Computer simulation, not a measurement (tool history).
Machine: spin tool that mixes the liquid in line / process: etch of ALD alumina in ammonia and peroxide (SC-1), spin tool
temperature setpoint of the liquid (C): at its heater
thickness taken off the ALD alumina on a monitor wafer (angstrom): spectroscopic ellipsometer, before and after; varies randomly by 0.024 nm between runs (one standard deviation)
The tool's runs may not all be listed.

run,hour,temperature setpoint of the liquid (C),parts of 29 % ammonia solution to one part of 30 % peroxide (parts by volume),time under the liquid (s),thickness taken off the ALD alumina on a monitor wafer (angstrom)
1,0.0,53.0,0.45,75,52.716
2,4.0,49.0,0.45,75,42.350
3,9.7,46.0,0.45,75,36.540
4,15.8,46.0,0.60,75,37.486
5,18.9,43.5,0.60,75,31.551
6,26.9,42.5,0.60,75,30.199
7,32.4,41.5,0.60,75,28.790
8,38.7,41.0,0.60,75,27.902

Run 9, settings as shown, results not yet in. Your forecast:
9,45.1,40.5,0.60,75,?

Run 9 yielded thickness taken off the ALD alumina on a monitor wafer (angstrom) 26.986.

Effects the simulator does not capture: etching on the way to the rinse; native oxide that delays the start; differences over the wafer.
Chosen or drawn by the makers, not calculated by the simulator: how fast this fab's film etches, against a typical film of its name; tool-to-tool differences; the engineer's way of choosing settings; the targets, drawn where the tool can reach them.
